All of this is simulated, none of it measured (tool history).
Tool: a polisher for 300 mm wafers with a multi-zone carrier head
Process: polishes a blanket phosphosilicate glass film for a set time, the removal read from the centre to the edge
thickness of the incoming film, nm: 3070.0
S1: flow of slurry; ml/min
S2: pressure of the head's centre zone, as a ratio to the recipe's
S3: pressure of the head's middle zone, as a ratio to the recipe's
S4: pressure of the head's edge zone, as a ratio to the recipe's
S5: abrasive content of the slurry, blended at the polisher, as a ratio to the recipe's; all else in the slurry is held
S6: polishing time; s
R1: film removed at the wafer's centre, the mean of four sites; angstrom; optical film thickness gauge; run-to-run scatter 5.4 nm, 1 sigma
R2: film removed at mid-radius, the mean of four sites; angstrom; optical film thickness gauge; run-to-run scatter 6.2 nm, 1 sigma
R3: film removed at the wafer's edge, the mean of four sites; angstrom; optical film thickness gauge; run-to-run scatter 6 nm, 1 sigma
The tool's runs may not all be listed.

run	hour	S1	S2	S3	S4	S5	S6	R1	R2	R3
1	0	165	1	1	1	1	57	5057.7	5088.5	4905.3
2	3.1	165	1	1	1	1	70	6149.1	6273.7	6050.5
3	10.5	145	1	1	1	1	70	6146.8	6036.4	5945.6
4	13.6	165	1.01	1.02	1.03	1	70	6298.7	6319.6	6035.2
5	15.3	165	1.09	1.02	1.03	1	70	6770.3	6316.4	6083.3
6	18.2	180	1.06	1.03	1.06	1.05	70	6776.3	6650.6	6321.4
7	23.4	230	0.98	1.1	1.16	1.15	70	6828.6	7457.2	6884.4

Run 8 has not been measured yet. What should we expect?
8	27.8	230	0.97	1.11	1.17	1.15	70	?	?	?

Run 8 came out at R1 6759.9 angstrom, R2 7541 angstrom, R3 6961.3 angstrom.
